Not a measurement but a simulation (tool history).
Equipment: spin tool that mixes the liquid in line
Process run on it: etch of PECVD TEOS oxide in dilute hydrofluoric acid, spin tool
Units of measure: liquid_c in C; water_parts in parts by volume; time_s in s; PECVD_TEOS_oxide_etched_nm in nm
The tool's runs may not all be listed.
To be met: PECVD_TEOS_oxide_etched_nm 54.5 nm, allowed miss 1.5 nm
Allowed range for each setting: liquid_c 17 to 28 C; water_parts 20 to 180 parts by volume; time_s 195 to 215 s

| run | hour | liquid_c | water_parts | time_s | PECVD_TEOS_oxide_etched_nm |
|---|---|---|---|---|---|
| 1 | 0 | 20 | 100 | 195 | 29.614 |
| 2 | 6.9 | 22 | 95 | 195 | 33.356 |
| 3 | 11.2 | 22 | 130 | 195 | 23.599 |
| 4 | 18.6 | 22 | 130 | 195 | 23.558 |
| 5 | 23.4 | 23.5 | 115 | 195 | 28.882 |
| 6 | 30.6 | 24.5 | 100 | 195 | 35.715 |
| 7 | 37 | 25.5 | 95 | 195 | 38.61 |
| 8 | 38.2 | 26 | 90 | 195 | 41.914 |
| 9 | 38.9 | 26.5 | 85 | 195 | 45.503 |
| 10 | 47.1 | 27 | 80 | 195 | 50.209 |
| 11 | 55.1 | 27.5 | 80 | 195 | 50.882 |

Next run, 4 choices. One meets every target within its allowed miss, the rest don't. Which?
| A | 63.1 | 28 | 80 | 205 | ? |
| B | 63.1 | 28 | 85 | 205 | ? |
| C | 63.1 | 27 | 80 | 195 | ? |
| D | 63.1 | 27 | 80 | 200 | ? |

| move | PECVD_TEOS_oxide_etched_nm |
|---|---|
| A | 55.651 |
| B | 52.016 |
| C | 50.912 |
| D | 52.217 |
A: in spec on every target
B: closer than the last run, but not yet in spec
C: just as far off the targets as the last run
D: closer than the last run, but not yet in spec
Answer: A
